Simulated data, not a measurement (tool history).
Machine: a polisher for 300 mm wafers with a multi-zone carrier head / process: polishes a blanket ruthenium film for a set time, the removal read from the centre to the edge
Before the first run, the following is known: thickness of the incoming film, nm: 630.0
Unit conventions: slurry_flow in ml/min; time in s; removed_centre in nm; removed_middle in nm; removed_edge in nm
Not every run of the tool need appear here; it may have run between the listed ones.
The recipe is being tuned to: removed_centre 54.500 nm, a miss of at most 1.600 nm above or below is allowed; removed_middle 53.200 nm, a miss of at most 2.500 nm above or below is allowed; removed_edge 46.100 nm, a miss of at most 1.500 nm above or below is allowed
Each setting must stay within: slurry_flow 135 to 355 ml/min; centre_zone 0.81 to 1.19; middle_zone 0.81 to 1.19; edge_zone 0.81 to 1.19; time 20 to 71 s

run 1 day=0.000 | slurry_flow=225 centre_zone=1.00 middle_zone=1.00 edge_zone=1.00 time=45 | removed_centre=33.373 removed_middle=34.236 removed_edge=32.700
run 2 day=0.238 | slurry_flow=255 centre_zone=1.00 middle_zone=1.00 edge_zone=1.00 time=45 | removed_centre=33.929 removed_middle=34.241 removed_edge=33.504
run 3 day=0.375 | slurry_flow=255 centre_zone=1.00 middle_zone=0.94 edge_zone=1.00 time=45 | removed_centre=34.158 removed_middle=31.680 removed_edge=33.637
run 4 day=0.538 | slurry_flow=255 centre_zone=1.00 middle_zone=0.86 edge_zone=1.00 time=45 | removed_centre=34.069 removed_middle=30.109 removed_edge=33.534
run 5 day=0.596 | slurry_flow=255 centre_zone=1.01 middle_zone=0.89 edge_zone=1.00 time=47 | removed_centre=35.293 removed_middle=32.049 removed_edge=35.197
run 6 day=0.879 | slurry_flow=260 centre_zone=1.03 middle_zone=0.92 edge_zone=0.99 time=48 | removed_centre=37.340 removed_middle=33.531 removed_edge=35.647
run 7 day=1.129 | slurry_flow=260 centre_zone=1.04 middle_zone=0.94 edge_zone=0.99 time=49 | removed_centre=38.146 removed_middle=34.730 removed_edge=35.875
run 8 day=1.246 | slurry_flow=260 centre_zone=1.05 middle_zone=0.96 edge_zone=1.00 time=50 | removed_centre=39.722 removed_middle=38.149 removed_edge=37.541
run 9 day=1.500 | slurry_flow=265 centre_zone=1.06 middle_zone=0.97 edge_zone=1.00 time=51 | removed_centre=41.023 removed_middle=38.146 removed_edge=38.184
run 10 day=1.662 | slurry_flow=270 centre_zone=1.07 middle_zone=0.99 edge_zone=1.01 time=52 | removed_centre=42.445 removed_middle=40.062 removed_edge=39.019
run 11 day=1.796 | slurry_flow=275 centre_zone=1.08 middle_zone=1.00 edge_zone=1.02 time=53 | removed_centre=43.733 removed_middle=40.752 removed_edge=40.026
run 12 day=1.962 | slurry_flow=275 centre_zone=1.09 middle_zone=1.01 edge_zone=1.02 time=54 | removed_centre=44.563 removed_middle=42.528 removed_edge=40.808
run 13 day=2.325 | slurry_flow=275 centre_zone=1.10 middle_zone=1.02 edge_zone=1.02 time=55 | removed_centre=46.156 removed_middle=43.198 removed_edge=40.566
run 14 day=2.604 | slurry_flow=280 centre_zone=1.10 middle_zone=1.03 edge_zone=1.03 time=56 | removed_centre=47.424 removed_middle=43.237 removed_edge=42.862
run 15 day=2.667 | slurry_flow=280 centre_zone=1.10 middle_zone=1.04 edge_zone=1.03 time=57 | removed_centre=47.571 removed_middle=45.439 removed_edge=44.135
run 16 day=2.925 | slurry_flow=280 centre_zone=1.11 middle_zone=1.05 edge_zone=1.03 time=57 | removed_centre=48.447 removed_middle=46.690 removed_edge=43.184
run 17 day=3.204 | slurry_flow=315 centre_zone=1.17 middle_zone=1.12 edge_zone=1.11 time=59 | removed_centre=52.673 removed_middle=50.529 removed_edge=46.312

Which one of the following 5 next-run settings gets every result inside its allowed miss? There is exactly one.
run A day=3.483 | slurry_flow=265 centre_zone=1.18 middle_zone=0.93 edge_zone=1.15 time=64 | removed_centre=? removed_middle=? removed_edge=?
run B day=3.483 | slurry_flow=220 centre_zone=1.19 middle_zone=1.19 edge_zone=1.08 time=61 | removed_centre=? removed_middle=? removed_edge=?
run C day=3.483 | slurry_flow=320 centre_zone=1.11 middle_zone=1.19 edge_zone=1.07 time=58 | removed_centre=? removed_middle=? removed_edge=?
run D day=3.483 | slurry_flow=355 centre_zone=1.15 middle_zone=1.13 edge_zone=1.14 time=61 | removed_centre=? removed_middle=? removed_edge=?
run E day=3.483 | slurry_flow=265 centre_zone=1.19 middle_zone=1.05 edge_zone=1.06 time=60 | removed_centre=? removed_middle=? removed_edge=?

move=A removed_centre=57.841 removed_middle=46.301 removed_edge=51.015
move=B removed_centre=54.330 removed_middle=53.221 removed_edge=46.147
move=C removed_centre=50.421 removed_middle=52.764 removed_edge=45.057
move=D removed_centre=55.477 removed_middle=53.533 removed_edge=49.312
move=E removed_centre=54.734 removed_middle=48.085 removed_edge=45.818
A: the result that was furthest off in the last run now lies on the other side of its target
B: meets every target
C: its largest miss is bigger than the last run's
D: corrects the largest miss of the last run, while another result sits out of spec
E: corrects the largest miss of the last run, while another result sits out of spec
So the answer is move B, the one that meets all the targets.

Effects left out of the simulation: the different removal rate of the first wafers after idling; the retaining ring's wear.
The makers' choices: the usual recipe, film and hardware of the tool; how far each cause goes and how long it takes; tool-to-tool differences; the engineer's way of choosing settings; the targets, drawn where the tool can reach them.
